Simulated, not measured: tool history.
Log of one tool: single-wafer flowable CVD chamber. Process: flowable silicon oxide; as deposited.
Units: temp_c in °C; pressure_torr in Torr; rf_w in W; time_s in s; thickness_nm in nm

run  hour  temp_c  pressure_torr  rf_w  time_s  thickness_nm
  1     0      95           0.73  1830     463        269.95
  2     8      99           0.73  1830     463        240.81
  3  14.9      99           0.73  1930     463        243.53
  4  22.8      96           0.73  1930     463        265.72
  5  26.7      93           0.73  1930     463        290.63
  6  30.7      93           0.73  1930     463        289.02
  7  37.1      90           0.73  1930     463        316.17

The next listed run, before its measurement:
  8  45.2      88           0.73  1930     463             ?

Run 8 gave thickness_nm 333.71 nm.

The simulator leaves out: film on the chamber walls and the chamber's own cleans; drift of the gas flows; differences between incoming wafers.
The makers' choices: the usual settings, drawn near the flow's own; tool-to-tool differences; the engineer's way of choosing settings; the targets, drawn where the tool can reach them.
